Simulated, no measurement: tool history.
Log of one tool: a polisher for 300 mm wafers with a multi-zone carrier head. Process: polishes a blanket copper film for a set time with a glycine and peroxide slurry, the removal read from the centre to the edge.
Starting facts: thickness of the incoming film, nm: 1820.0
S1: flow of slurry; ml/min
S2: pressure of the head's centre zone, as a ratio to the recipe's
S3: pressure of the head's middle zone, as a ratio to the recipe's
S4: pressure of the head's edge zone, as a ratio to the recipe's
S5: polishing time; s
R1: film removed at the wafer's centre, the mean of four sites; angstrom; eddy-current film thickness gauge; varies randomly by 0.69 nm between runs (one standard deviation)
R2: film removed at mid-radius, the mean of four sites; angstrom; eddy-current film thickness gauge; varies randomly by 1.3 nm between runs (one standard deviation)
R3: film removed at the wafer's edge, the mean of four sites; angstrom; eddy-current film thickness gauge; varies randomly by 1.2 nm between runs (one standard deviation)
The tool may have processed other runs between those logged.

run 1 hour=0 | S1=225 S2=1 S3=1 S4=1 S5=39 | R1=1343.9 R2=1363.5 R3=1339.8
run 2 hour=5.4 | S1=225 S2=1 S3=1 S4=0.92 S5=39 | R1=1329.6 R2=1334.1 R3=1260.2
run 3 hour=9.5 | S1=225 S2=1 S3=0.94 S4=0.92 S5=39 | R1=1335.6 R2=1275.1 R3=1283.4
run 4 hour=16.3 | S1=255 S2=1 S3=0.94 S4=0.92 S5=39 | R1=1351.8 R2=1317.1 R3=1292.1
run 5 hour=19.2 | S1=250 S2=0.94 S3=0.95 S4=0.9 S5=35 | R1=1132.2 R2=1194.3 R3=1163.5
run 6 hour=23.5 | S1=250 S2=0.94 S3=1.04 S4=0.9 S5=35 | R1=1129.7 R2=1238.7 R3=1162.5
run 7 hour=29.2 | S1=205 S2=0.84 S3=1 S4=0.84 S5=25 | R1=693.21 R2=846.47 R3=792.12
run 8 hour=31 | S1=235 S2=0.85 S3=1.01 S4=0.86 S5=25 | R1=725.45 R2=884.13 R3=806.89
run 9 hour=37.5 | S1=250 S2=0.85 S3=1.01 S4=0.9 S5=25 | R1=732.58 R2=884.96 R3=808.58
run 10 hour=44.1 | S1=245 S2=0.85 S3=1.01 S4=0.9 S5=26 | R1=756.83 R2=908.79 R3=858.7

Run 11, settings as shown, results not yet in. Your forecast:
run 11 hour=49.4 | S1=245 S2=0.85 S3=1.01 S4=0.9 S5=26 | R1=? R2=? R3=?

{"run 11": {"R1": 760.87, "R2": 903.05, "R3": 836.01}}

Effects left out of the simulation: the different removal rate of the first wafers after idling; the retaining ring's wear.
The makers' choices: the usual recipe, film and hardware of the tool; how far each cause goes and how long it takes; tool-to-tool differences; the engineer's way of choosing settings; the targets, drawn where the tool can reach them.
